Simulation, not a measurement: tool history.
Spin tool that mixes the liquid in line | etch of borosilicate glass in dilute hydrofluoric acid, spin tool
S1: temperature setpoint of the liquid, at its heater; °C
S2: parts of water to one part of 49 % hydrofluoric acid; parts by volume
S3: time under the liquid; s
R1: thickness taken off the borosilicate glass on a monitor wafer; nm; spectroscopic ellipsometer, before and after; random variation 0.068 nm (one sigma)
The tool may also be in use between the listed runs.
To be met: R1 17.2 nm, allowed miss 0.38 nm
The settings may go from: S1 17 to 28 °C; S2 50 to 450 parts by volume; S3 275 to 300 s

run	hour	S1	S2	S3	R1
1	0	20	250	275	30.507
2	8.4	19.5	270	275	27.407
3	16	21	270	275	29.048
4	18.9	20	285	275	26.278
5	27.3	23.5	285	275	29.697
6	29.5	22	300	275	26.318
7	30.3	21	310	275	24.349
8	33.3	20	320	275	22.516
9	41.7	19.5	330	275	21.274
10	49.2	19	335	275	20.556
11	55.9	18.5	340	275	19.879
12	63.2	18	345	275	19.189
13	70.2	18	350	275	18.827
14	70.9	18	355	275	18.396
15	75.1	17.5	360	275	17.779

Which of these 4 next moves meets every target?
A	79.3	17.5	365	290	?
B	79.3	17	360	290	?
C	79.3	17	390	280	?
D	79.3	18	390	290	?

move	R1
A	18.38
B	18.362
C	16.002
D	17.189
A: further off than the last run
B: further off than the last run
C: takes the result that was furthest off past its target
D: meets every target
The right move is D.

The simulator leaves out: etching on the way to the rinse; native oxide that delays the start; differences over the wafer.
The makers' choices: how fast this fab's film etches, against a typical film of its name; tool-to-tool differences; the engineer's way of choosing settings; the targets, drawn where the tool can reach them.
